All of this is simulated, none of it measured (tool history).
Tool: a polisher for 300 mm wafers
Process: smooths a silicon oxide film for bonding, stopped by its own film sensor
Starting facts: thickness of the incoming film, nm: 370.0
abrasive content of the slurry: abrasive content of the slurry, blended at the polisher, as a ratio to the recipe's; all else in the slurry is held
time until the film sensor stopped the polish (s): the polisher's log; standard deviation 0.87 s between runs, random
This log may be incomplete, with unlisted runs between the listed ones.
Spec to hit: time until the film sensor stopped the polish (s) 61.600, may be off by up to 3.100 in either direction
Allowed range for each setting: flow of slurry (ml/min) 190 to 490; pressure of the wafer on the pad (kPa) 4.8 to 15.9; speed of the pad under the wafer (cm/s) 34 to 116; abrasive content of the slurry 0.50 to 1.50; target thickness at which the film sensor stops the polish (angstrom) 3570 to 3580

run,day,flow of slurry (ml/min),pressure of the wafer on the pad (kPa),speed of the pad under the wafer (cm/s),abrasive content of the slurry,target thickness at which the film sensor stops the polish (angstrom),time until the film sensor stopped the polish (s)
1,0.000,315,10.3,74,1.00,3570,42.300
2,0.179,315,9.7,74,1.00,3570,45.087
3,0.321,315,11.0,74,1.00,3570,39.532
4,0.471,315,11.0,74,1.00,3570,39.673
5,0.500,315,11.0,74,1.10,3570,38.133
# day 0.612: slurry blender recalibrated
6,0.612,315,9.7,72,1.10,3570,41.313
7,0.779,315,9.0,68,1.10,3570,45.824
8,0.838,315,6.2,64,1.10,3570,69.307

Pick the move, out of 5, that brings all results within their allowed miss; only one does.
A,0.896,310,9.0,54,1.20,3570,?
B,0.896,290,6.2,66,1.10,3580,?
C,0.896,355,5.5,66,1.15,3580,?
D,0.896,235,4.8,72,0.90,3580,?
E,0.896,340,5.5,64,1.00,3580,?

move,time until the film sensor stopped the polish (s)
A,53.843
B,62.062
C,67.521
D,79.133
E,72.267
A: takes the result that was furthest off past its target
B: every result within its allowed miss
C: moves toward the targets from the last run without getting all of them in spec
D: the biggest miss grows against the last run
E: the biggest miss grows against the last run
Correct choice: B, which meets every target
